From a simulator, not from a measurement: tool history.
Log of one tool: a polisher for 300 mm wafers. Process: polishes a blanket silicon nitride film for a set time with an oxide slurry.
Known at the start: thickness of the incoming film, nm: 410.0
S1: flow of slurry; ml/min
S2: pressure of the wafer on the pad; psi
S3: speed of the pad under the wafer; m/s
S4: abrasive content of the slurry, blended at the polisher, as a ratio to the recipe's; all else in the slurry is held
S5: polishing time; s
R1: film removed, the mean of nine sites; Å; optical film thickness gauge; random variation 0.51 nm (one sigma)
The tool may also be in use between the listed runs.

Run 1, hour 0.0: S1 250 ml/min, S2 4.0 psi, S3 1.36 m/s, S4 1.0, S5 46 s. Result: R1 364.14 Å.
Run 2, hour 7.8: S1 255 ml/min, S2 4.4 psi, S3 1.36 m/s, S4 1.0, S5 46 s. Result: R1 401.44 Å.
Run 3, hour 16.3: S1 255 ml/min, S2 3.9 psi, S3 1.36 m/s, S4 1.0, S5 46 s. Result: R1 359.53 Å.
Run 4, hour 24.5: S1 315 ml/min, S2 3.9 psi, S3 1.36 m/s, S4 1.0, S5 46 s. Result: R1 372.98 Å.
Run 5, hour 31.6: S1 315 ml/min, S2 4.6 psi, S3 1.36 m/s, S4 1.0, S5 46 s. Result: R1 427.40 Å.
Run 6, hour 33.1: S1 315 ml/min, S2 4.9 psi, S3 1.38 m/s, S4 1.0, S5 46 s. Result: R1 447.90 Å.

Run 7 comes next. What will it give?
Run 7, hour 40.7: S1 315 ml/min, S2 5.1 psi, S3 1.42 m/s, S4 1.0, S5 46 s. Result: R1 ?.

Run 7 gave R1 480.19 Å.
